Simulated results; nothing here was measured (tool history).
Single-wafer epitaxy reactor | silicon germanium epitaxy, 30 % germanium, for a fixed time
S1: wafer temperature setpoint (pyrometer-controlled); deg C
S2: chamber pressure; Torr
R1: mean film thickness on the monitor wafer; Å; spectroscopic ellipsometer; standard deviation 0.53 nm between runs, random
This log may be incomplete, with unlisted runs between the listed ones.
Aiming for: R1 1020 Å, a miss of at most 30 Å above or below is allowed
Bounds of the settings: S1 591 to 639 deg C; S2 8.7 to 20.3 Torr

run,hour,S1,S2,R1
1,0,615,14.5,657.93
2,1.4,615,13.5,632.21
3,4.2,615,15.8,674.6
4,6.5,618,15.9,720.48
5,13.3,620,16,747.53
6,19.3,630,16,915.21
7,27.1,631,16,922.07
8,29.6,632,16,938.55
9,30.6,632,16,944.72
10,33.1,634,16.1,980.33

Pick the move, out of 5, that brings all results within their allowed miss; only one does.
A,35.6,633,15.6,?
B,35.6,636,18.9,?
C,35.6,635,16.8,?
D,35.6,634,20.2,?
E,35.6,639,16.4,?

move,R1
A,967.25
B,1107.6
C,1035.9
D,1095.2
E,1106.9
A: the biggest miss grows against the last run
B: pushes the last run's worst result past its target
C: in spec on every target
D: pushes the last run's worst result past its target
E: pushes the last run's worst result past its target
The right move is C.
